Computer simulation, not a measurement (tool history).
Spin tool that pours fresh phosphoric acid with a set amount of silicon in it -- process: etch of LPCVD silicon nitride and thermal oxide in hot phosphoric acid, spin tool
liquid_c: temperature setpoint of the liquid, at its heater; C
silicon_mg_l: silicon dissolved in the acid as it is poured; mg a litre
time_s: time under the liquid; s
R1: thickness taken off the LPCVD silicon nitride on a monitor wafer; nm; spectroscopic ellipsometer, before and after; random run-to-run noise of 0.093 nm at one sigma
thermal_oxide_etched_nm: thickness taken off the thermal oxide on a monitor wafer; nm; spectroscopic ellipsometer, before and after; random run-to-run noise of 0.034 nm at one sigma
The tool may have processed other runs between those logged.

Run 1, hour 0.0: liquid_c 163.0 C, silicon_mg_l 9.0 mg a litre, time_s 180 s. Result: R1 16.321 nm, thermal_oxide_etched_nm 0.47536 nm.
Run 2, hour 5.4: liquid_c 164.5 C, silicon_mg_l 9.0 mg a litre, time_s 180 s. Result: R1 16.885 nm, thermal_oxide_etched_nm 0.52090 nm.
Run 3, hour 10.5: liquid_c 166.5 C, silicon_mg_l 9.0 mg a litre, time_s 180 s. Result: R1 18.319 nm, thermal_oxide_etched_nm 0.66075 nm.
Run 4, hour 16.2: liquid_c 166.5 C, silicon_mg_l 11.5 mg a litre, time_s 185 s. Result: R1 18.766 nm, thermal_oxide_etched_nm 0.68526 nm.
Run 5, hour 17.0: liquid_c 166.5 C, silicon_mg_l 7.5 mg a litre, time_s 185 s. Result: R1 18.745 nm, thermal_oxide_etched_nm 0.70067 nm.
Run 6, hour 19.5: liquid_c 166.5 C, silicon_mg_l 10.0 mg a litre, time_s 190 s. Result: R1 19.224 nm, thermal_oxide_etched_nm 0.66749 nm.
Run 7, hour 24.1: liquid_c 166.5 C, silicon_mg_l 12.0 mg a litre, time_s 195 s. Result: R1 19.812 nm, thermal_oxide_etched_nm 0.62817 nm.
Run 8, hour 25.9: liquid_c 166.5 C, silicon_mg_l 13.0 mg a litre, time_s 195 s. Result: R1 19.766 nm, thermal_oxide_etched_nm 0.64699 nm.

Expected results for the next run?
Run 9, hour 29.1: liquid_c 166.5 C, silicon_mg_l 14.5 mg a litre, time_s 195 s. Result: R1 ?, thermal_oxide_etched_nm ?.

Run 9 measured R1 19.674 nm, thermal_oxide_etched_nm 0.55533 nm.
